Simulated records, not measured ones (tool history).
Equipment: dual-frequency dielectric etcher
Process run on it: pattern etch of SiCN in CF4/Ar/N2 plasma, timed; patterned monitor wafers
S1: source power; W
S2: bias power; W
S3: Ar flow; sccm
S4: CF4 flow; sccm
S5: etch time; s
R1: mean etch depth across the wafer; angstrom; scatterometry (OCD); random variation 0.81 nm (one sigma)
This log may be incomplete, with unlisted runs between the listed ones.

run	hour	S1	S2	S3	S4	S5	R1
1	0.0	490	97	85	82	161.0	1487.8
2	3.7	550	97	85	82	161.0	1634.8
3	12.2	510	97	85	82	161.0	1530.7
4	19.9	530	98	85	82	161.0	1603.0
5	26.9	530	98	85	70	161.0	1577.6
6	30.3	540	98	85	70	161.0	1604.3
7	37.1	550	98	85	70	161.0	1633.5

Run 8, settings as shown, results not yet in. Your forecast:
8	41.4	560	98	85	70	161.0	?

Run 8 gave R1 1656.3 angstrom.
